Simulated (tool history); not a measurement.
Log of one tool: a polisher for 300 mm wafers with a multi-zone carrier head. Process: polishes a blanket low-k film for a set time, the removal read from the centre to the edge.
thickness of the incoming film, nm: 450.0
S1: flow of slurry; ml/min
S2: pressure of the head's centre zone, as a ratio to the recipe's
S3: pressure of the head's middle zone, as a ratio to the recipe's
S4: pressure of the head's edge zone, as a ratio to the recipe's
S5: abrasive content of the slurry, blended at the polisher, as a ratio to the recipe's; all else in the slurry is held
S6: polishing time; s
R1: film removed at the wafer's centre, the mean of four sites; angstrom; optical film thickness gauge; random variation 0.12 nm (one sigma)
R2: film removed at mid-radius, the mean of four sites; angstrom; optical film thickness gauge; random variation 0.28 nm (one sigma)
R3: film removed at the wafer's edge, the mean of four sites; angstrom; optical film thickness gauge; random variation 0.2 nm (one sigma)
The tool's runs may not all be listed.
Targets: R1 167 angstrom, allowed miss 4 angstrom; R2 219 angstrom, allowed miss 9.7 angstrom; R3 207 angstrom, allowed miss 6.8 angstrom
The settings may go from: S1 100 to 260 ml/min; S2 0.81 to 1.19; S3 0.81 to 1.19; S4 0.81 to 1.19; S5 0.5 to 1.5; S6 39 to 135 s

| run | hour | S1 | S2 | S3 | S4 | S5 | S6 | R1 | R2 | R3 |
|---|---|---|---|---|---|---|---|---|---|---|
| 1 | 0 | 165 | 1 | 1 | 1 | 1 | 87 | 313.49 | 315.17 | 314.93 |
| 2 | 1.1 | 155 | 0.97 | 1.01 | 0.99 | 0.9 | 85 | 281.74 | 297.05 | 293.14 |
| 3 | 9.9 | 155 | 0.97 | 1.01 | 0.99 | 0.7 | 85 | 253.34 | 268.99 | 270.18 |
| 4 | 12.2 | 135 | 0.97 | 1.01 | 0.99 | 0.7 | 85 | 245.19 | 257.01 | 257.97 |
| 5 | 21.1 | 100 | 0.97 | 1.01 | 0.99 | 0.7 | 85 | 220.96 | 235.51 | 243.46 |
| 6 | 24.3 | 100 | 0.95 | 1.02 | 0.98 | 0.65 | 84 | 206.92 | 230.38 | 234.32 |
| 7 | 25.2 | 100 | 0.93 | 1.02 | 0.96 | 0.65 | 84 | 202.05 | 225.19 | 228.49 |
| 8 | 27 | 100 | 0.91 | 1.03 | 0.95 | 0.65 | 84 | 197.89 | 229.2 | 228.13 |
| 9 | 28.1 | 100 | 0.89 | 1.04 | 0.94 | 0.65 | 84 | 194.68 | 232.13 | 225.91 |
| 10 | 30.8 | 100 | 0.88 | 1.04 | 0.94 | 0.65 | 84 | 192.64 | 232.28 | 229.26 |
| 11 | 37.4 | 100 | 0.81 | 1.07 | 0.87 | 0.5 | 82 | 153.65 | 208.71 | 189.89 |
| 12 | 40.4 | 105 | 0.81 | 1.07 | 0.88 | 0.5 | 82 | 157.35 | 212.35 | 195.72 |
| 13 | 45.7 | 110 | 0.81 | 1.07 | 0.88 | 0.5 | 82 | 158.15 | 220.3 | 193.68 |
| 14 | 52.4 | 125 | 0.84 | 1.01 | 0.98 | 0.55 | 82 | 177.05 | 221.3 | 221.48 |
| 15 | 53.6 | 120 | 0.84 | 1.02 | 0.97 | 0.55 | 82 | 178.38 | 219.84 | 217.14 |
| 16 | 58.1 | 115 | 0.84 | 1.03 | 0.96 | 0.55 | 82 | 174.46 | 214.07 | 215.6 |
| 17 | 62.6 | 115 | 0.84 | 1.04 | 0.95 | 0.55 | 82 | 173.41 | 219.53 | 211.9 |

4 next moves are on the table. One of them brings every result within its allowed miss. Which?
| A | 67.1 | 110 | 0.82 | 1.14 | 1.06 | 0.55 | 76 | ? | ? | ? |
| B | 67.1 | 125 | 0.81 | 1.15 | 0.82 | 0.5 | 82 | ? | ? | ? |
| C | 67.1 | 145 | 0.81 | 1.05 | 0.95 | 0.5 | 79 | ? | ? | ? |
| D | 67.1 | 110 | 0.81 | 1.1 | 0.98 | 0.5 | 82 | ? | ? | ? |

| move | R1 | R2 | R3 |
|---|---|---|---|
| A | 156.95 | 222.4 | 208.22 |
| B | 167.29 | 240.6 | 195.96 |
| C | 167.8 | 222.24 | 207.33 |
| D | 160.34 | 223.2 | 207.46 |
A: takes the result that was furthest off past its target
B: brings the result that was furthest off to its target, and leaves another outside
C: meets every target
D: takes the result that was furthest off past its target
The right move is C.
